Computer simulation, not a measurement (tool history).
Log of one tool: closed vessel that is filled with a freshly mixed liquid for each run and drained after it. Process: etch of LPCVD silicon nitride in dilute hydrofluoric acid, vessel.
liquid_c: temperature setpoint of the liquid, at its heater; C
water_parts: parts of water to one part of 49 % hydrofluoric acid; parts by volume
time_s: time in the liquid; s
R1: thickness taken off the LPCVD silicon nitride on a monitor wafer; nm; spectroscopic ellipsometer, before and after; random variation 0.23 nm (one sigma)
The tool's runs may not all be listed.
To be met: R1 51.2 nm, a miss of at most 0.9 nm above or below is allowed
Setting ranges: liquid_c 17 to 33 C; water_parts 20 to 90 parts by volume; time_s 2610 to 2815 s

run 1 hour=0 | liquid_c=25 water_parts=50 time_s=2610 | R1=28.768
run 2 hour=1.1 | liquid_c=25 water_parts=35 time_s=2610 | R1=40.406
run 3 hour=7.3 | liquid_c=23 water_parts=35 time_s=2610 | R1=35.15
run 4 hour=10.4 | liquid_c=24 water_parts=35 time_s=2610 | R1=37.948
run 5 hour=12.2 | liquid_c=24 water_parts=45 time_s=2610 | R1=29.556
run 6 hour=13.3 | liquid_c=20.5 water_parts=45 time_s=2610 | R1=23.448
run 7 hour=17.7 | liquid_c=20.5 water_parts=45 time_s=2610 | R1=23.353
run 8 hour=24.2 | liquid_c=20.5 water_parts=45 time_s=2610 | R1=23.454

Pick the move, out of 4, that brings all results within their allowed miss; only one does.
run A hour=30.7 | liquid_c=21.5 water_parts=30 time_s=2810 | R1=?
run B hour=30.7 | liquid_c=20.5 water_parts=35 time_s=2795 | R1=?
run C hour=30.7 | liquid_c=23.5 water_parts=35 time_s=2795 | R1=?
run D hour=30.7 | liquid_c=22.5 water_parts=25 time_s=2815 | R1=?

move=A R1=40.137
move=B R1=32.092
move=C R1=39.465
move=D R1=51.348
A: nearer the targets than the last run, but a result is still out of spec
B: nearer the targets than the last run, but a result is still out of spec
C: nearer the targets than the last run, but a result is still out of spec
D: each result inside its tolerance
Go with D: it meets all targets.

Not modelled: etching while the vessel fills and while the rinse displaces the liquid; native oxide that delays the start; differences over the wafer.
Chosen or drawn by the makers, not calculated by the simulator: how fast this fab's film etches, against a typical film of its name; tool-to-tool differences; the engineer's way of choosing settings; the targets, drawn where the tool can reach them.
